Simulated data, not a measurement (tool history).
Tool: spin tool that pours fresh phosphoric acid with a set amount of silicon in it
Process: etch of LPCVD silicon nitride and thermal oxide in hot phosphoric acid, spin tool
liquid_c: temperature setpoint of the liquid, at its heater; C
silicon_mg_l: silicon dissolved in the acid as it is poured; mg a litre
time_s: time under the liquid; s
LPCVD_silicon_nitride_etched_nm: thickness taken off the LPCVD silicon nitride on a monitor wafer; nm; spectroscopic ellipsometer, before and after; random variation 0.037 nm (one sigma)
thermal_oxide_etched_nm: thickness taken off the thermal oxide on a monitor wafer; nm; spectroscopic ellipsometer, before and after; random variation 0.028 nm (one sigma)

run	hour	liquid_c	silicon_mg_l	time_s	LPCVD_silicon_nitride_etched_nm	thermal_oxide_etched_nm
1	0.0	159.0	22.0	65	5.9229	0.175900
2	7.0	159.0	22.0	75	6.7777	0.106960
3	9.6	159.0	27.0	75	6.6606	0.158810
4	10.6	158.5	26.5	70	6.1967	0.080128
5	15.3	158.5	26.5	65	5.7607	0.113410
6	18.3	158.5	26.5	50	4.4767	0.058892
7	24.7	158.5	26.0	50	4.4377	0.063715

Forecast run 8:
8	30.0	158.5	26.0	50	?	?

LPCVD_silicon_nitride_etched_nm: 4.4229 nm
thermal_oxide_etched_nm: 0.067095 nm
